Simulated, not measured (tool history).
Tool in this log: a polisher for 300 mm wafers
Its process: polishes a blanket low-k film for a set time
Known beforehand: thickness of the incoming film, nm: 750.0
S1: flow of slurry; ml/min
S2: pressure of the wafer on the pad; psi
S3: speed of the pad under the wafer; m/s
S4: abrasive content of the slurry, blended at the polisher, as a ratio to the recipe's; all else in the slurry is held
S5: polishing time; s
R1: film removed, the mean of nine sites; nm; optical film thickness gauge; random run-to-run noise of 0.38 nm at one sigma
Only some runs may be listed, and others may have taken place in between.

| run | hour | S1 | S2 | S3 | S4 | S5 | R1 |
|---|---|---|---|---|---|---|---|
| 1 | 0 | 150 | 2.4 | 0.88 | 1 | 43 | 18.307 |
| 2 | 1 | 150 | 2 | 0.88 | 1 | 43 | 15.204 |
| 3 | 10 | 150 | 2.2 | 0.88 | 1 | 43 | 17.167 |
| 4 | 15.7 | 150 | 2.2 | 0.88 | 1.2 | 43 | 18.761 |
| 5 | 23 | 150 | 2.4 | 0.88 | 1.2 | 43 | 19.688 |
| 6 | 25.4 | 150 | 2.5 | 0.88 | 1.2 | 43 | 20.677 |
| 7 | 33.9 | 150 | 2.6 | 0.88 | 1.2 | 43 | 21.709 |
| 8 | 40.3 | 150 | 2.6 | 0.88 | 1.2 | 43 | 21.424 |
| 9 | 43.5 | 150 | 2.7 | 0.88 | 1.2 | 43 | 21.73 |
| 10 | 46.9 | 150 | 2.8 | 0.88 | 1.2 | 43 | 23.255 |

Forecast run 11:
| 11 | 50.1 | 150 | 2.9 | 0.88 | 1.2 | 43 | ? |

{"run 11": {"R1": 24.139}}
